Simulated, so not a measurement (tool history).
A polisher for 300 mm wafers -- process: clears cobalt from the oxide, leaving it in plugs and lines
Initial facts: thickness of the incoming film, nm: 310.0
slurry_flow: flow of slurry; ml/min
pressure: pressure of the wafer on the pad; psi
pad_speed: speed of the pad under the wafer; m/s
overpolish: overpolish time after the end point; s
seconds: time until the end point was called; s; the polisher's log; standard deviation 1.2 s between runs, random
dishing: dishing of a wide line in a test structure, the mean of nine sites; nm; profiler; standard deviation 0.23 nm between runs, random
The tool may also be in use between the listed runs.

run 1 hour=0 | slurry_flow=145 pressure=2.2 pad_speed=0.76 overpolish=9 | seconds=73.415 dishing=25.45
run 2 hour=0.7 | slurry_flow=145 pressure=2 pad_speed=0.76 overpolish=9 | seconds=80.724 dishing=24.389
run 3 hour=9.5 | slurry_flow=145 pressure=2.3 pad_speed=0.68 overpolish=7 | seconds=76.951 dishing=20.609
run 4 hour=12.4 | slurry_flow=145 pressure=2.3 pad_speed=0.68 overpolish=10 | seconds=76.398 dishing=26.749
run 5 hour=14.6 | slurry_flow=150 pressure=2.5 pad_speed=0.62 overpolish=8 | seconds=71.838 dishing=23.758
run 6 hour=19 | slurry_flow=130 pressure=2.6 pad_speed=0.62 overpolish=7 | seconds=73.079 dishing=22.1
run 7 hour=27 | slurry_flow=170 pressure=2 pad_speed=0.64 overpolish=3 | seconds=87.287 dishing=9.1798
run 8 hour=35.7 | slurry_flow=160 pressure=2.2 pad_speed=0.64 overpolish=3 | seconds=79.765 dishing=9.9712

Predict the results of run 9:
run 9 hour=38 | slurry_flow=150 pressure=2.3 pad_speed=0.64 overpolish=3 | seconds=? dishing=?

Run 9 measured seconds 78.374 s, dishing 10.332 nm.

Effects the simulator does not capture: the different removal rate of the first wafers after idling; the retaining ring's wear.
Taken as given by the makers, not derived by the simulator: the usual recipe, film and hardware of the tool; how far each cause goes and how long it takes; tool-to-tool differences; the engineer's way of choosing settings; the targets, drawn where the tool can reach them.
